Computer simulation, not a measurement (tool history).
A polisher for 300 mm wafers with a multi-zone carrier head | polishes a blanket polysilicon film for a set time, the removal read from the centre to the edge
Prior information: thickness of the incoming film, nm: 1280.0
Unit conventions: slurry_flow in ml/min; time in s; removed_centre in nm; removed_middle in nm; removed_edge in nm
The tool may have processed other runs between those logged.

run 1 hour=0 | slurry_flow=235 centre_zone=1 middle_zone=1 edge_zone=1 time=55 | removed_centre=521.11 removed_middle=517.39 removed_edge=518.57
run 2 hour=2 | slurry_flow=235 centre_zone=1 middle_zone=1 edge_zone=0.91 time=55 | removed_centre=521.09 removed_middle=507.04 removed_edge=483.26
run 3 hour=8.3 | slurry_flow=235 centre_zone=1 middle_zone=1 edge_zone=0.91 time=50 | removed_centre=469.53 removed_middle=478.46 removed_edge=444.35
run 4 hour=9 | slurry_flow=235 centre_zone=1 middle_zone=1.08 edge_zone=0.91 time=50 | removed_centre=471.18 removed_middle=502.2 removed_edge=443.93
run 5 hour=10.2 | slurry_flow=235 centre_zone=1 middle_zone=1.08 edge_zone=0.91 time=45 | removed_centre=420.59 removed_middle=454.46 removed_edge=402.61
run 6 hour=17.6 | slurry_flow=235 centre_zone=1 middle_zone=1.08 edge_zone=0.91 time=54 | removed_centre=510.96 removed_middle=544.67 removed_edge=479.52
run 7 hour=23.9 | slurry_flow=220 centre_zone=0.95 middle_zone=1.1 edge_zone=0.91 time=54 | removed_centre=481.74 removed_middle=538.75 removed_edge=477.09

Estimate the outcome of run 8 from the log above:
run 8 hour=26.3 | slurry_flow=215 centre_zone=0.91 middle_zone=1.12 edge_zone=0.9 time=54 | removed_centre=? removed_middle=? removed_edge=?

{"run 8": {"removed_centre": 466.78, "removed_middle": 556.69, "removed_edge": 477.07}}
